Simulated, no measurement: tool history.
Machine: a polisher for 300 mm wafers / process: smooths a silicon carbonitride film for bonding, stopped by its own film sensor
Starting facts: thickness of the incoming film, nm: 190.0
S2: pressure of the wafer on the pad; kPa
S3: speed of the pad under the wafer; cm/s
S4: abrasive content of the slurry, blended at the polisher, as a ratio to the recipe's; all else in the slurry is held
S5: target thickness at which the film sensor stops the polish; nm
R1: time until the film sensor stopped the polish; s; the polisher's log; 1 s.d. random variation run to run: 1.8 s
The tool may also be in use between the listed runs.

{"run": 1, "hour": 0.0, "flow of slurry (ml/min)": 245, "S2": 11.0, "S3": 82, "S4": 1.0, "S5": 170, "R1": 109.63}
{"run": 2, "hour": 4.6, "flow of slurry (ml/min)": 295, "S2": 11.0, "S3": 82, "S4": 1.0, "S5": 170, "R1": 106.67}
{"run": 3, "hour": 6.3, "flow of slurry (ml/min)": 290, "S2": 9.7, "S3": 82, "S4": 1.0, "S5": 170, "R1": 117.09}
{"run": 4, "hour": 9.4, "flow of slurry (ml/min)": 290, "S2": 9.7, "S3": 82, "S4": 1.1, "S5": 170, "R1": 111.74}
{"run": 5, "hour": 14.2, "flow of slurry (ml/min)": 350, "S2": 9.7, "S3": 82, "S4": 1.1, "S5": 170, "R1": 110.45}
{"run": 6, "hour": 16.0, "flow of slurry (ml/min)": 350, "S2": 8.3, "S3": 80, "S4": 1.1, "S5": 170, "R1": 123.65}
{"run": 7, "hour": 18.7, "flow of slurry (ml/min)": 350, "S2": 6.9, "S3": 78, "S4": 1.1, "S5": 170, "R1": 139.16}
{"run": 8, "hour": 24.2, "flow of slurry (ml/min)": 350, "S2": 6.2, "S3": 76, "S4": 1.1, "S5": 170, "R1": 147.47}

Estimate the outcome of run 9 from the log above:
{"run": 9, "hour": 29.5, "flow of slurry (ml/min)": 350, "S2": 5.5, "S3": 74, "S4": 1.1, "S5": 170, "R1": "?"}

R1: 164.20 s
